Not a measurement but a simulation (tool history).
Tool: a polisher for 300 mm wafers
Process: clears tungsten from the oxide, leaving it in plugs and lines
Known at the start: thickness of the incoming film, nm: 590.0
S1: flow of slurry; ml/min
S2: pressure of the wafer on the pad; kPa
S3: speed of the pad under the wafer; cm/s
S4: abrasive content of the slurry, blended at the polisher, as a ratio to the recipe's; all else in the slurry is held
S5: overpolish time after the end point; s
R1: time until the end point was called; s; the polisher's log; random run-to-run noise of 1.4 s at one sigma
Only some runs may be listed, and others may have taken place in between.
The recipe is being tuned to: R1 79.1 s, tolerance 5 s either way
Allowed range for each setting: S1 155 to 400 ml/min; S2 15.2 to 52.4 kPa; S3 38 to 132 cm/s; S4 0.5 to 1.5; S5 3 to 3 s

run  hour   S1    S2  S3  S4  S5      R1
  1     0  255  33.8  84   1   3  111.12
  2   3.8  255  36.5  86   1   3  98.635
  3   6.5  255  38.6  86   1   3  94.484
  4   7.2  255  38.6  78   1   3  106.15
  5  10.1  255  33.1  78   1   3  120.45
  6  12.2  255  38.6  78   1   3  107.16
  7  18.5  255  38.6  78   1   3  106.47
  8  19.9  255  41.4  80   1   3  95.764
  9  21.5  255  43.4  80   1   3  92.614

Which of these 4 next moves meets every target?
  A  23.1  265  39.3  102   1.2   3   ?
  B  23.1  270  49.6   70  0.95   3   ?
  C  23.1  205    51   72   0.9   3   ?
  D  23.1  235  46.2   74     1   3   ?

move      R1
   A  76.889
   B  90.922
   C  90.338
   D  93.236
A: meets every target
B: closes in on the targets versus the last run, not all within tolerance yet
C: closes in on the targets versus the last run, not all within tolerance yet
D: no better and no worse than the last run
A meets every target.
